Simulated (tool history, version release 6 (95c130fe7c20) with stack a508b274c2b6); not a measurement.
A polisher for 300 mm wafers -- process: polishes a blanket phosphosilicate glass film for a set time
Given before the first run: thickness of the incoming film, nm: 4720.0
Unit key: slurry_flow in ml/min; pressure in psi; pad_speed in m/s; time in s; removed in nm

run    day  slurry_flow  pressure  pad_speed  slurry_solids  time  removed
  1      0          295       2.1       1.22              1    23   126.57
  2  0.192          295       1.8       1.12              1    23   106.89
  3  0.267          295       1.6       0.98              1    23   86.821
  4  0.567          295       1.6       1.22              1    23   102.18
  5  0.725          295       1.4        1.1              1    23   87.501
  6  0.921          295       1.1        1.1              1    23   72.488
  7  1.012          295       1.1       1.02              1    23   69.976
  8  1.275          295       1.1       0.96              1    23   67.314
  9  1.629          295       1.1       0.92              1    23   65.521
 10  1.796          295       1.1       0.88              1    23   63.249

The next listed run, before its measurement:
 11  1.875          295       1.1       0.86              1    23        ?

Run 11 gave removed 61.753 nm.

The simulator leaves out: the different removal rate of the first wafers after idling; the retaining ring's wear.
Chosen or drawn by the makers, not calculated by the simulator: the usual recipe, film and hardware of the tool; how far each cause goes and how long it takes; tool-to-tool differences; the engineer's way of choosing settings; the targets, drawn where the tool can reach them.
